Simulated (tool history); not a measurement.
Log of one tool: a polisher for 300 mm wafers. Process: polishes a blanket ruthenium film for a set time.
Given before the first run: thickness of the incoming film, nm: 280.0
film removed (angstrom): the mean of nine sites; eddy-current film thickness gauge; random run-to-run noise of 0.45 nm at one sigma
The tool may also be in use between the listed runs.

run	hour	flow of slurry (ml/min)	pressure of the wafer on the pad (psi)	speed of the pad under the wafer (m/s)	polishing time (s)	film removed (angstrom)
1	0.0	210	1.4	0.98	105	815.85
2	0.9	250	1.4	0.98	105	829.81
3	4.3	250	1.4	1.08	105	917.77
4	11.8	230	1.4	1.08	105	898.77
5	19.6	225	1.2	1.08	105	783.34
6	25.1	220	1.1	1.08	105	747.17

Estimate the outcome of run 7 from the log above:
7	30.1	220	1.0	1.08	105	?

Run 7 measured film removed (angstrom) 685.73.

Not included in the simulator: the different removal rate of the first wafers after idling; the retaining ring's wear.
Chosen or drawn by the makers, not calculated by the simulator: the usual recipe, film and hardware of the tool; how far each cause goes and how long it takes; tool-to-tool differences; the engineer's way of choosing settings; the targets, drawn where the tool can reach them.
